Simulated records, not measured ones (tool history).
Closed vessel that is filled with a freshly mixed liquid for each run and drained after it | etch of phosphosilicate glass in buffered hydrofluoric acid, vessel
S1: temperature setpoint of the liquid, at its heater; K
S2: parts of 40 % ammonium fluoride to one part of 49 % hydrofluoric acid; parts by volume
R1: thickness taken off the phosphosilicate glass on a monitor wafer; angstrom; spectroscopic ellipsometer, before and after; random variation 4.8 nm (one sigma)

run 1 hour=0 | S1=295.15 S2=22.5 time_in_the_liquid_(s)=95 | R1=1980.8
run 2 hour=4.3 | S1=297.15 S2=22.5 time_in_the_liquid_(s)=95 | R1=2196.6
run 3 hour=13.1 | S1=297.15 S2=22.5 time_in_the_liquid_(s)=100 | R1=2330
run 4 hour=19 | S1=294.65 S2=22.5 time_in_the_liquid_(s)=100 | R1=2011.2
run 5 hour=25.2 | S1=293.15 S2=22.5 time_in_the_liquid_(s)=100 | R1=1849.2
run 6 hour=34.4 | S1=293.15 S2=26 time_in_the_liquid_(s)=100 | R1=1663.6
run 7 hour=37.4 | S1=294.15 S2=24 time_in_the_liquid_(s)=100 | R1=1884.7
run 8 hour=44 | S1=295.15 S2=22.5 time_in_the_liquid_(s)=100 | R1=2063.6

The next listed run, before its measurement:
run 9 hour=50.4 | S1=296.15 S2=21 time_in_the_liquid_(s)=100 | R1=?

R1: 2319 angstrom
